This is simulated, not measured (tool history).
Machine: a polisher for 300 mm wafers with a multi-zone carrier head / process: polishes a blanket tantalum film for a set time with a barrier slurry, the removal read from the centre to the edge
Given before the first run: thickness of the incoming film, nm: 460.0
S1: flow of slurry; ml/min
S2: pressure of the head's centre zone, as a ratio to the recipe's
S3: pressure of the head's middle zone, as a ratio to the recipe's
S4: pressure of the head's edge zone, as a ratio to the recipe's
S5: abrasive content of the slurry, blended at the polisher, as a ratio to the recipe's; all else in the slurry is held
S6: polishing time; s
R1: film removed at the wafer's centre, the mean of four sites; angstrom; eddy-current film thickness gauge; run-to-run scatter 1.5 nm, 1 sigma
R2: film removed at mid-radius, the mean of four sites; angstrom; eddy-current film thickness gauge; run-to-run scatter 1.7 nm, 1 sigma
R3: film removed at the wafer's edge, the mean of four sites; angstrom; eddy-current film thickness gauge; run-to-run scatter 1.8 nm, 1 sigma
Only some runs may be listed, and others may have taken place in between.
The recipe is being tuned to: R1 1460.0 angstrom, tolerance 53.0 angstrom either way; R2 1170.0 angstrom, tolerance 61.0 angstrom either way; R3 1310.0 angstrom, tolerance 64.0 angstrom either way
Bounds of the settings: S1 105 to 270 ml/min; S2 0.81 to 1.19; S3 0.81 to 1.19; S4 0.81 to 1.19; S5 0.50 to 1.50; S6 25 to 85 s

Run 1, hour 0.0: S1 175 ml/min, S2 1.00, S3 1.00, S4 1.00, S5 1.00, S6 55 s. Result: R1 1085.3 angstrom, R2 1065.9 angstrom, R3 1025.4 angstrom.
Run 2, hour 2.7: S1 180 ml/min, S2 1.04, S3 0.97, S4 1.05, S5 1.15, S6 56 s. Result: R1 1192.9 angstrom, R2 1083.5 angstrom, R3 1152.8 angstrom.
Run 3, hour 6.8: S1 180 ml/min, S2 0.95, S3 0.97, S4 1.05, S5 1.15, S6 56 s. Result: R1 1078.3 angstrom, R2 1077.1 angstrom, R3 1145.3 angstrom.
Run 4, hour 14.6: S1 180 ml/min, S2 0.95, S3 0.97, S4 1.05, S5 0.95, S6 56 s. Result: R1 1034.8 angstrom, R2 1041.5 angstrom, R3 1098.0 angstrom.
Run 5, hour 20.1: S1 190 ml/min, S2 1.02, S3 0.97, S4 1.07, S5 1.05, S6 56 s. Result: R1 1155.7 angstrom, R2 1063.9 angstrom, R3 1133.2 angstrom.
Run 6, hour 26.4: S1 200 ml/min, S2 1.06, S3 0.97, S4 1.09, S5 1.15, S6 56 s. Result: R1 1226.0 angstrom, R2 1089.6 angstrom, R3 1159.5 angstrom.
Run 7, hour 29.4: S1 200 ml/min, S2 1.09, S3 0.96, S4 1.10, S5 1.25, S6 57 s. Result: R1 1330.5 angstrom, R2 1119.0 angstrom, R3 1237.0 angstrom.
Run 8, hour 38.2: S1 205 ml/min, S2 1.10, S3 0.96, S4 1.11, S5 1.30, S6 57 s. Result: R1 1351.1 angstrom, R2 1134.7 angstrom, R3 1225.9 angstrom.

Consider the 4 candidate settings below. Which is the only one whose results all fall within their allowed miss of target?
Run A, hour 47.0: S1 195 ml/min, S2 1.11, S3 0.99, S4 1.04, S5 1.35, S6 57 s. Result: R1 ?, R2 ?, R3 ?.
Run B, hour 47.0: S1 185 ml/min, S2 1.16, S3 0.81, S4 1.14, S5 1.15, S6 61 s. Result: R1 ?, R2 ?, R3 ?.
Run C, hour 47.0: S1 180 ml/min, S2 1.19, S3 0.83, S4 1.19, S5 1.25, S6 59 s. Result: R1 ?, R2 ?, R3 ?.
Run D, hour 47.0: S1 230 ml/min, S2 1.09, S3 0.90, S4 1.01, S5 1.50, S6 60 s. Result: R1 ?, R2 ?, R3 ?.

move      R1      R2      R3
   A  1375.5  1191.8  1222.2
   B  1475.0  1036.7  1320.4
   C  1487.3  1039.2  1327.8
   D  1477.2  1202.3  1312.4
A: closer than the last run, but not yet in spec
B: gets the furthest-off result to its target, but another result is out of tolerance
C: gets the furthest-off result to its target, but another result is out of tolerance
D: hits every target within its allowed miss
The move that meets every target is D.
